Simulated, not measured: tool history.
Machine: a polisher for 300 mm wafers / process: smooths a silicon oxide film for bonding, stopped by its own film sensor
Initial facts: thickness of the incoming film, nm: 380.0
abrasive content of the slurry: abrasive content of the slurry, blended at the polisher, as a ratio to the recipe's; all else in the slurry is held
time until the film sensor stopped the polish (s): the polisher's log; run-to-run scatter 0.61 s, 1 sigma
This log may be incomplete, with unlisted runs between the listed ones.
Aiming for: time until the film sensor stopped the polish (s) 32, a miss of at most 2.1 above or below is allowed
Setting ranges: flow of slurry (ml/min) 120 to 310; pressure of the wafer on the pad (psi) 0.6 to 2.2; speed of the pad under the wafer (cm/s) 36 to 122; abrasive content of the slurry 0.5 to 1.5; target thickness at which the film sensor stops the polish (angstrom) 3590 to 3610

| run | day | flow of slurry (ml/min) | pressure of the wafer on the pad (psi) | speed of the pad under the wafer (cm/s) | abrasive content of the slurry | target thickness at which the film sensor stops the polish (angstrom) | time until the film sensor stopped the polish (s) |
|---|---|---|---|---|---|---|---|
| 1 | 0 | 200 | 1.4 | 78 | 1 | 3590 | 44.434 |
| 2 | 0.175 | 200 | 1.4 | 78 | 1 | 3590 | 44.498 |
| 3 | 0.229 | 200 | 1.1 | 78 | 1 | 3590 | 55.945 |
| 4 | 0.354 | 200 | 1.1 | 78 | 1 | 3590 | 55.914 |
| 5 | 0.388 | 200 | 1.3 | 80 | 1 | 3590 | 45.713 |
| 6 | 0.575 | 220 | 1.3 | 80 | 1 | 3590 | 46.442 |
| 7 | 0.754 | 220 | 1.4 | 82 | 1 | 3590 | 42.804 |
| 8 | 1.1 | 220 | 1.5 | 84 | 1 | 3590 | 37.225 |
| 9 | 1.367 | 220 | 1.6 | 84 | 1 | 3590 | 36.134 |
| 10 | 1.446 | 220 | 1.6 | 84 | 1 | 3590 | 36.672 |

Of the 4 settings listed for the next run, only one would bring every result within its allowed miss of target. Which one?
| A | 1.525 | 230 | 1.4 | 78 | 0.85 | 3590 | ? |
| B | 1.525 | 195 | 1.8 | 72 | 1.05 | 3610 | ? |
| C | 1.525 | 200 | 1.4 | 80 | 0.95 | 3590 | ? |
| D | 1.525 | 230 | 1.6 | 92 | 0.7 | 3590 | ? |

| move | time until the film sensor stopped the polish (s) |
|---|---|
| A | 46.403 |
| B | 32.899 |
| C | 44.255 |
| D | 38.824 |
A: lands further from the targets than the last run did
B: each result inside its tolerance
C: lands further from the targets than the last run did
D: lands further from the targets than the last run did
The right move is B.
